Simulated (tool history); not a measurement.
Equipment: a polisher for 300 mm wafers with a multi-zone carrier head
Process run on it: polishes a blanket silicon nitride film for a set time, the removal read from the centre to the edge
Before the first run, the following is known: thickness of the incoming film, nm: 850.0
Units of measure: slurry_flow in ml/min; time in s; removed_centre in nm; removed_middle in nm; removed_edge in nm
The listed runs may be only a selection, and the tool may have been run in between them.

run,hour,slurry_flow,centre_zone,middle_zone,edge_zone,time,removed_centre,removed_middle,removed_edge
1,0,155,1,1,1,75,208.92,198.78,197.84
2,3.2,140,1,1,1,75,201.51,195.87,196.33
3,7.3,155,1,1.04,1.02,77,210.25,211.84,207.27
4,7.9,170,1.01,1.07,1.02,78,220.01,224.75,208.71
5,12.2,170,1.08,1.07,1.02,78,239.03,226.18,210.49
6,14.5,170,1.08,1.07,0.96,78,236.08,224.63,205.77
7,19.7,180,1.08,1.09,1,79,242.73,229.23,212.32
8,27.8,180,1.08,1.09,1,79,241.62,231.73,212.87
9,33.1,190,1.08,1.11,1.01,81,252.28,244.81,223

Run 10 is up next; what results do you expect?
10,35.8,235,1.03,1.19,1.02,84,?,?,?

removed_centre: 256.24 nm
removed_middle: 278.7 nm
removed_edge: 233.37 nm
